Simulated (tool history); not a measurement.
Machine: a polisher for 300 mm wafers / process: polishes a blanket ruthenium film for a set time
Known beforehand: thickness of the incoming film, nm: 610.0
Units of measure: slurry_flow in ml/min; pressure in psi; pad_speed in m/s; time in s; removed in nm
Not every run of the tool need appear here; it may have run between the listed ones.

run  hour  slurry_flow  pressure  pad_speed  time  removed
  1     0          270       1.6        1.2    53   50.786
  2     3          270       1.4        1.2    53    44.99
  3   8.7          270       1.8        1.2    53   57.551
  4   9.5          270       1.6        1.2    53   52.108
  5  16.4          270       1.6        1.3    53   54.347
  6  17.5          270       1.6       1.44    53   58.851
  7  25.1          270       1.4       1.42    53   51.677
  8  28.7          270       1.2       1.42    53   43.778
  9  33.9          270       1.2       1.42    53   43.848
 10  42.6          270       1.1       1.42    53   40.041

What will run 11 give?
     44.9  -- worn pad replaced by a new one
 11  44.9          270         1       1.42    53        ?

removed: 38.579 nm

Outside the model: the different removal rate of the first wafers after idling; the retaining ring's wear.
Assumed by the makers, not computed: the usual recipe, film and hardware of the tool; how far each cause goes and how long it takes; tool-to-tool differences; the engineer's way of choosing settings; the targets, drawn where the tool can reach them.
